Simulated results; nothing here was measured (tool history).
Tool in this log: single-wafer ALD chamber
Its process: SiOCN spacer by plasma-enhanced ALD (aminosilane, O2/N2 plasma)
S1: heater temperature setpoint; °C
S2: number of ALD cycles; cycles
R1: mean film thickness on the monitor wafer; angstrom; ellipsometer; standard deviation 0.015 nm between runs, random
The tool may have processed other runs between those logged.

Run 1, hour 0.0: S1 415 °C, S2 84 cycles. Result: R1 47.405 angstrom.
Run 2, hour 5.4: S1 415 °C, S2 77 cycles. Result: R1 43.582 angstrom.
Run 3, hour 7.1: S1 415 °C, S2 87 cycles. Result: R1 49.002 angstrom.
Run 4, hour 12.0: S1 411 °C, S2 87 cycles. Result: R1 49.788 angstrom.
Run 5, hour 17.3: S1 418 °C, S2 87 cycles. Result: R1 48.679 angstrom.
Run 6, hour 18.6: S1 422 °C, S2 85 cycles. Result: R1 46.522 angstrom.
Run 7, hour 27.5: S1 422 °C, S2 85 cycles. Result: R1 46.882 angstrom.
Run 8, hour 29.8: S1 422 °C, S2 85 cycles. Result: R1 46.860 angstrom.
Run 9, hour 36.6: S1 425 °C, S2 84 cycles. Result: R1 45.810 angstrom.
Run 10, hour 45.4: S1 428 °C, S2 83 cycles. Result: R1 44.822 angstrom.
Run 11, hour 46.7: S1 430 °C, S2 82 cycles. Result: R1 44.030 angstrom.
Run 12, hour 53.5: S1 432 °C, S2 81 cycles. Result: R1 42.977 angstrom.
Run 13, hour 57.3: S1 433 °C, S2 81 cycles. Result: R1 43.211 angstrom.

Forecast run 14:
At hour 58.7: thermocouple changed; heater temperature recalibrated.
Run 14, hour 58.7: S1 434 °C, S2 81 cycles. Result: R1 ?.

Run 14 gave R1 43.217 angstrom.
